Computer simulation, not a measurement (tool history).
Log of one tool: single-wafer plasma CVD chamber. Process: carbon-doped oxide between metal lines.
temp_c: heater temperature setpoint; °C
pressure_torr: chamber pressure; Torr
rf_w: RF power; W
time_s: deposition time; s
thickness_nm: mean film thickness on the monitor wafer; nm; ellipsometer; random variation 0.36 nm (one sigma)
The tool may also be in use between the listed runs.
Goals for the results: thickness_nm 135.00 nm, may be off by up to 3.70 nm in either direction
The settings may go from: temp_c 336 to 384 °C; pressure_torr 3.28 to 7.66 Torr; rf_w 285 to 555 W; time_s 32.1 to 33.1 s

run,hour,temp_c,pressure_torr,rf_w,time_s,thickness_nm
1,0.0,360,5.47,420,32.1,158.83
2,1.1,361,5.38,410,32.1,155.65
3,7.1,361,5.38,365,32.1,144.88
4,13.9,355,5.38,365,32.1,147.31
5,20.1,362,5.38,365,32.1,145.15
6,26.2,362,5.33,360,32.1,143.22
7,33.8,362,5.27,355,32.1,142.04
8,37.7,362,5.22,350,32.1,141.28
9,42.4,362,5.20,345,32.1,140.37

Which of these 4 next moves meets every target?
A,47.1,355,4.63,350,33.0,?
B,47.1,354,5.75,345,33.1,?
C,47.1,364,5.66,320,32.4,?
D,47.1,368,4.91,375,33.1,?

move,thickness_nm
A,145.45
B,148.64
C,135.27
D,148.65
A: the biggest miss grows against the last run
B: the biggest miss grows against the last run
C: all results land within tolerance of their targets
D: the biggest miss grows against the last run
The right move is C.
